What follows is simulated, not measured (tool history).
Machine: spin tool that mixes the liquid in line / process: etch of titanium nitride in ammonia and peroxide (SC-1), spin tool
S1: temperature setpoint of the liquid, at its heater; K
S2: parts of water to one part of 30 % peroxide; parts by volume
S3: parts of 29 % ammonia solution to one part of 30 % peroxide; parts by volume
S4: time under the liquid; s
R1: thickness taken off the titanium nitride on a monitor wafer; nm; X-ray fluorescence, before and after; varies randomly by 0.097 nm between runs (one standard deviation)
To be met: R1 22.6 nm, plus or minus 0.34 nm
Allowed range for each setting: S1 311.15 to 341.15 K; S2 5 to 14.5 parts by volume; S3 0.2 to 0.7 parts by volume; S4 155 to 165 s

run 1 hour=0 | S1=325.15 S2=8 S3=0.4 S4=155 | R1=16.907
run 2 hour=7.3 | S1=325.15 S2=8 S3=0.4 S4=155 | R1=17.001
run 3 hour=16.3 | S1=325.15 S2=8 S3=0.5 S4=155 | R1=17.733
run 4 hour=24.1 | S1=325.15 S2=8 S3=0.6 S4=155 | R1=18.257
-- hour=32.3 thermometer replaced
run 5 hour=32.3 | S1=319.15 S2=8 S3=0.6 S4=155 | R1=14.182
run 6 hour=40.8 | S1=321.65 S2=8 S3=0.6 S4=155 | R1=16.815
run 7 hour=44.4 | S1=323.65 S2=8 S3=0.6 S4=155 | R1=19.33
run 8 hour=46.7 | S1=324.15 S2=8 S3=0.6 S4=155 | R1=20.204
run 9 hour=51.4 | S1=324.65 S2=8 S3=0.6 S4=155 | R1=20.879
run 10 hour=56.9 | S1=325.15 S2=8 S3=0.6 S4=155 | R1=21.599

Exactly one of the 4 candidate moves below puts every result within its allowed miss. Which one?
run A hour=62.4 | S1=321.65 S2=6 S3=0.55 S4=165 | R1=?
run B hour=62.4 | S1=325.65 S2=10 S3=0.45 S4=165 | R1=?
run C hour=62.4 | S1=326.15 S2=10 S3=0.65 S4=155 | R1=?
run D hour=62.4 | S1=326.65 S2=8 S3=0.45 S4=155 | R1=?

move=A R1=20.202
move=B R1=19.958
move=C R1=20.666
move=D R1=22.526
A: moves away from the targets compared with the last run
B: moves away from the targets compared with the last run
C: moves away from the targets compared with the last run
D: each result inside its tolerance
Move D is the one to make.
